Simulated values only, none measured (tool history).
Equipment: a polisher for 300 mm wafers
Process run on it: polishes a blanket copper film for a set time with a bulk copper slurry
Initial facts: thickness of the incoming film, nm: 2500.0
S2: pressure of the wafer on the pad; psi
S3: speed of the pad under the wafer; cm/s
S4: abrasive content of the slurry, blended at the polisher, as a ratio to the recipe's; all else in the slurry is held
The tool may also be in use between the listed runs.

{"run": 1, "hour": 0.0, "flow of slurry (ml/min)": 190, "S2": 2.3, "S3": 108, "S4": 1, "polishing time (s)": 77, "film removed (nm)": 706.06}
{"run": 2, "hour": 4.9, "flow of slurry (ml/min)": 190, "S2": 2.3, "S3": 108, "S4": 1.2, "polishing time (s)": 77, "film removed (nm)": 737.52}
{"run": 3, "hour": 12.2, "flow of slurry (ml/min)": 190, "S2": 2.3, "S3": 88, "S4": 1.2, "polishing time (s)": 77, "film removed (nm)": 599.75}
{"run": 4, "hour": 21.1, "flow of slurry (ml/min)": 190, "S2": 2.8, "S3": 88, "S4": 1.2, "polishing time (s)": 77, "film removed (nm)": 727.82}
{"run": 5, "hour": 29.0, "flow of slurry (ml/min)": 185, "S2": 2.2, "S3": 84, "S4": 1.2, "polishing time (s)": 77, "film removed (nm)": 552.62}
{"run": 6, "hour": 37.7, "flow of slurry (ml/min)": 180, "S2": 1.8, "S3": 82, "S4": 1.2, "polishing time (s)": 77, "film removed (nm)": 437.94}
{"run": 7, "hour": 46.0, "flow of slurry (ml/min)": 170, "S2": 1.6, "S3": 82, "S4": 1.2, "polishing time (s)": 77, "film removed (nm)": 395.09}
{"run": 8, "hour": 49.8, "flow of slurry (ml/min)": 160, "S2": 1.5, "S3": 82, "S4": 1.2, "polishing time (s)": 77, "film removed (nm)": 359.15}
{"run": 9, "hour": 55.1, "flow of slurry (ml/min)": 145, "S2": 1.5, "S3": 82, "S4": 1.2, "polishing time (s)": 77, "film removed (nm)": 353.49}
{"run": 10, "hour": 58.0, "flow of slurry (ml/min)": 135, "S2": 1.4, "S3": 82, "S4": 1.2, "polishing time (s)": 77, "film removed (nm)": 329.35}
{"run": 11, "hour": 64.8, "flow of slurry (ml/min)": 130, "S2": 1.4, "S3": 82, "S4": 1.2, "polishing time (s)": 77, "film removed (nm)": 331.24}

For run 12, what comes out?
{"run": 12, "hour": 69.9, "flow of slurry (ml/min)": 125, "S2": 1.4, "S3": 82, "S4": 1.2, "polishing time (s)": 77, "film removed (nm)": "?"}

film removed (nm): 325.3
